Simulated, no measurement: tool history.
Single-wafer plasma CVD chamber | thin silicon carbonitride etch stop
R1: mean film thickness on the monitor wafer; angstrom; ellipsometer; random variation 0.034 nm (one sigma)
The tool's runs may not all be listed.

run 1 hour=0.0 | RF_power_(W)=230 deposition_time_(s)=17.5 | R1=103.000
run 2 hour=5.4 | RF_power_(W)=215 deposition_time_(s)=17.2 | R1=98.974
run 3 hour=6.1 | RF_power_(W)=205 deposition_time_(s)=17.0 | R1=95.555
run 4 hour=12.2 | RF_power_(W)=195 deposition_time_(s)=17.0 | R1=93.666
run 5 hour=17.8 | RF_power_(W)=190 deposition_time_(s)=17.0 | R1=93.108
run 6 hour=18.6 | RF_power_(W)=190 deposition_time_(s)=15.3 | R1=83.448
run 7 hour=20.3 | RF_power_(W)=195 deposition_time_(s)=15.3 | R1=84.549
run 8 hour=22.9 | RF_power_(W)=200 deposition_time_(s)=15.3 | R1=85.671

Forecast run 9:
run 9 hour=26.7 | RF_power_(W)=205 deposition_time_(s)=15.3 | R1=?

{"run 9": {"R1": 86.47}}
